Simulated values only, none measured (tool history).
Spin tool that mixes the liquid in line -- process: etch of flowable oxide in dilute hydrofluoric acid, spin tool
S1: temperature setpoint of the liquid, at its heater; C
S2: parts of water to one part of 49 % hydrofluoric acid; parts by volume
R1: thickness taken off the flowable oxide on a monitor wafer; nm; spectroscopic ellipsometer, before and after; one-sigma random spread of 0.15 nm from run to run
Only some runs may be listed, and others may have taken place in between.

run 1 hour=0.0 | S1=22.0 S2=265 time_under_the_liquid_(s)=135 | R1=15.935
run 2 hour=7.7 | S1=25.5 S2=265 time_under_the_liquid_(s)=135 | R1=18.116
run 3 hour=12.2 | S1=25.5 S2=265 time_under_the_liquid_(s)=145 | R1=19.378
run 4 hour=18.0 | S1=26.5 S2=260 time_under_the_liquid_(s)=145 | R1=20.546
run 5 hour=25.5 | S1=27.5 S2=255 time_under_the_liquid_(s)=145 | R1=21.807
run 6 hour=30.3 | S1=27.5 S2=255 time_under_the_liquid_(s)=145 | R1=21.831
run 7 hour=33.1 | S1=28.0 S2=250 time_under_the_liquid_(s)=145 | R1=22.568
-- hour=37.0 hydrofluoric acid flow meter replaced
run 8 hour=37.0 | S1=28.5 S2=250 time_under_the_liquid_(s)=145 | R1=20.385
run 9 hour=38.4 | S1=28.5 S2=205 time_under_the_liquid_(s)=145 | R1=26.172

Expected results for the next run?
run 10 hour=39.9 | S1=27.5 S2=205 time_under_the_liquid_(s)=145 | R1=?

Run 10 gave R1 25.536 nm.
